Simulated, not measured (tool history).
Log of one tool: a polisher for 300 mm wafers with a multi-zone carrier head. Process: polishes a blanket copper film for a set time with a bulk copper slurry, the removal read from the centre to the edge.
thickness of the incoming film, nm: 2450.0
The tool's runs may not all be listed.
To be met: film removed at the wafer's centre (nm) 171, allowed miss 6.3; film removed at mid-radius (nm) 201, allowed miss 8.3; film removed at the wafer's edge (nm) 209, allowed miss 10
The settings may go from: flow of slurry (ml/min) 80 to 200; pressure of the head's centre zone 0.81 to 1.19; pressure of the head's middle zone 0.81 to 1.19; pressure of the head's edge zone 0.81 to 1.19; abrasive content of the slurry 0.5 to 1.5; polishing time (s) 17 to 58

run	hour	flow of slurry (ml/min)	pressure of the head's centre zone	pressure of the head's middle zone	pressure of the head's edge zone	abrasive content of the slurry	polishing time (s)	film removed at the wafer's centre (nm)	film removed at mid-radius (nm)	film removed at the wafer's edge (nm)
1	0	130	1	1	1	1	37	397.31	405.45	413.77
2	4.1	140	1	1	1	1	37	399.44	412.87	416.8
3	10.8	135	0.98	0.99	0.99	0.95	35	357.07	390.09	378.63
4	19.5	130	0.97	0.97	1.01	0.9	33	327.4	335.56	359.43
5	25	130	0.97	0.97	1.01	0.9	27	273.5	279.06	287.34
6	32.9	130	0.97	0.92	1.01	0.9	27	272.1	271.22	290.28
7	36.8	125	0.95	0.92	1	0.85	26	251.58	258.09	276.21
8	45	125	0.95	0.92	1	0.85	26	251.53	255.38	271.27
9	50.4	120	0.93	0.92	0.99	0.8	26	237.14	251.5	267.24
10	57.5	120	0.92	0.91	0.98	0.75	26	229.48	240.41	259.98
11	58.3	120	0.91	0.91	0.96	0.7	26	223.27	234.18	257.4
12	63.9	120	0.9	0.92	0.95	0.7	26	225.52	238.5	246.78
13	69.9	115	0.89	0.92	0.95	0.7	26	217.37	237.64	249.61
14	74.3	110	0.88	0.92	0.94	0.7	26	219.93	233.2	249.61
15	78	115	0.87	0.92	0.94	0.7	25	205.06	228.88	244.73
16	79	115	0.86	0.92	0.93	0.7	25	203.28	232.89	238.59
17	86.3	115	0.85	0.92	0.93	0.7	25	197.31	227.19	242.75
18	93.8	115	0.85	0.92	0.92	0.7	25	204.29	227.53	230.24
19	96.4	110	0.83	0.92	0.91	0.6	24	180.67	206.16	216.45

Exactly one of the 5 candidate moves below puts every result within its allowed miss. Which one?
A	99	125	0.83	0.87	0.92	0.5	26	?	?	?
B	99	80	0.83	0.87	1.05	0.65	25	?	?	?
C	99	100	0.81	0.9	0.87	0.6	24	?	?	?
D	99	85	0.86	0.88	0.86	0.5	28	?	?	?
E	99	120	0.85	0.89	0.89	0.7	23	?	?	?

move	film removed at the wafer's centre (nm)	film removed at mid-radius (nm)	film removed at the wafer's edge (nm)
A	190.78	207.25	225.67
B	183.26	201.15	238.84
C	175.57	201.35	209.97
D	197.14	211.44	225.54
E	190.15	206.28	217.48
A: moves away from the targets compared with the last run
B: moves away from the targets compared with the last run
C: every result within its allowed miss
D: moves away from the targets compared with the last run
E: moves away from the targets compared with the last run
C meets every target.

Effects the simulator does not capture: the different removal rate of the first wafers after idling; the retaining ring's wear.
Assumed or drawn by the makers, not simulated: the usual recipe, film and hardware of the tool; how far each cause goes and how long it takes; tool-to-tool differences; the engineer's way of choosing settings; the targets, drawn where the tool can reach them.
